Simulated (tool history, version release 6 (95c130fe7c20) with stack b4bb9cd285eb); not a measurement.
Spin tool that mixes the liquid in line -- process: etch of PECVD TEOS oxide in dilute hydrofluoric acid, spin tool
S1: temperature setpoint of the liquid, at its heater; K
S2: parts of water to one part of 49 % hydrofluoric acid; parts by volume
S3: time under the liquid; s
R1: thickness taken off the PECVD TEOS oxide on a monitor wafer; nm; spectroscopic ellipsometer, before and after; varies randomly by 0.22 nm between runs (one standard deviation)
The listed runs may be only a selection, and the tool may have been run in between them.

run,hour,S1,S2,S3,R1
1,0,294.15,295,320,9.732
2,8.1,295.65,245,320,13.009
3,9.9,297.15,210,320,16.599
4,18.4,298.65,210,320,17.533
5,23.5,299.65,190,320,20.562
6,26.6,296.15,190,320,17.88
7,29.7,297.65,175,320,21.166
8,34.6,297.65,175,320,20.954
9,38.2,298.65,165,320,23.639
10,38.9,299.65,160,320,25.253
11,40.1,300.15,155,320,26.613

Predict the results of run 12:
12,48.5,300.65,150,320,?

{"run 12": {"R1": 28.367}}
